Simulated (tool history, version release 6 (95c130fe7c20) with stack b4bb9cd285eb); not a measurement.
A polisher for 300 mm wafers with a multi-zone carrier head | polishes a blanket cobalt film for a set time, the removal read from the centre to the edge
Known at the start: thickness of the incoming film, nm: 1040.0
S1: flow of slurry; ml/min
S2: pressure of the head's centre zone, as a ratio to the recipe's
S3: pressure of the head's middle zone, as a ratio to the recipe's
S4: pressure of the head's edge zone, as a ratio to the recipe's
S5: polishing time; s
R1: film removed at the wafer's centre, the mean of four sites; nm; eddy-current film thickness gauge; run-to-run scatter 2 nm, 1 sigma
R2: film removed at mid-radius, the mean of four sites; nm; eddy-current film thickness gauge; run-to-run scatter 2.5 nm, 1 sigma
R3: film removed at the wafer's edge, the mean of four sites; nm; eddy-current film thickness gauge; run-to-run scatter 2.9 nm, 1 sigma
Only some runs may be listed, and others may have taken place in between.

{"run": 1, "hour": 0.0, "S1": 150, "S2": 1, "S3": 1, "S4": 1, "S5": 54, "R1": 273.39, "R2": 266.03, "R3": 256.42}
{"run": 2, "hour": 5.2, "S1": 150, "S2": 0.94, "S3": 1, "S4": 1, "S5": 54, "R1": 256.32, "R2": 264.26, "R3": 260.81}
{"run": 3, "hour": 6.3, "S1": 150, "S2": 0.94, "S3": 1, "S4": 1, "S5": 48, "R1": 225.35, "R2": 232.07, "R3": 229.05}
{"run": 4, "hour": 13.7, "S1": 150, "S2": 0.94, "S3": 1.08, "S4": 1, "S5": 48, "R1": 227.24, "R2": 250.46, "R3": 230.59}
{"run": 5, "hour": 17.3, "S1": 150, "S2": 0.94, "S3": 1.08, "S4": 1.08, "S5": 48, "R1": 225.48, "R2": 245, "R3": 239.49}
{"run": 6, "hour": 25.7, "S1": 145, "S2": 0.96, "S3": 1.04, "S4": 1.05, "S5": 47, "R1": 223.75, "R2": 233.33, "R3": 230.08}
{"run": 7, "hour": 28.8, "S1": 140, "S2": 0.98, "S3": 1.01, "S4": 1.03, "S5": 46, "R1": 221.48, "R2": 224, "R3": 221.95}

Predict the results of run 8:
{"run": 8, "hour": 33.7, "S1": 140, "S2": 1, "S3": 0.99, "S4": 1.01, "S5": 45, "R1": "?", "R2": "?", "R3": "?"}

Run 8 gave R1 221.01 nm, R2 217.41 nm, R3 216.69 nm.
